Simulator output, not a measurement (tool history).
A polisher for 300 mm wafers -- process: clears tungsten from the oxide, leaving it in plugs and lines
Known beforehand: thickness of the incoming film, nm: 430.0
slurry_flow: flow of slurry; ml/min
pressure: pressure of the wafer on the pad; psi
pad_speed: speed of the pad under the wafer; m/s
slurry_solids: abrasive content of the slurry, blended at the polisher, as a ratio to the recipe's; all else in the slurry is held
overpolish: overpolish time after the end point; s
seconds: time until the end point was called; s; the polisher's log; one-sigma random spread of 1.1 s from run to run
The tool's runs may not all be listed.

run  hour  slurry_flow  pressure  pad_speed  slurry_solids  overpolish  seconds
  1   0.0          280       4.1       1.38            1.0          16   64.566
  2   5.5          280       4.1       1.72            1.0          16   52.333
  3   7.2          280       3.8       1.66            1.0          16   58.131
  4  12.2          280       3.8       1.66            0.8          16   60.896
  5  13.0          280       3.8       1.66            0.8          16   60.875
  6  20.7          280       3.6       1.62            0.8          16   67.391
  7  29.4          280       3.4       1.60            0.8          16   71.350
  8  30.4          280       3.2       1.58            0.8          16   74.999
  9  32.1          280       3.0       1.56            0.8          16   80.824
 10  33.3          280       2.9       1.54            0.8          16   85.955
 11  37.3          280       2.8       1.54            0.8          16   87.407
 12  43.6          280       2.7       1.52            0.8          16   92.384
 13  50.8          280       2.6       1.52            0.8          16   95.244
 14  53.6          280       2.5       1.52            0.8          16   96.569

Run 15 comes next. What will it give?
 15  58.4          280       2.4       1.52            0.8          16        ?

{"run 15": {"seconds": 102.39}}
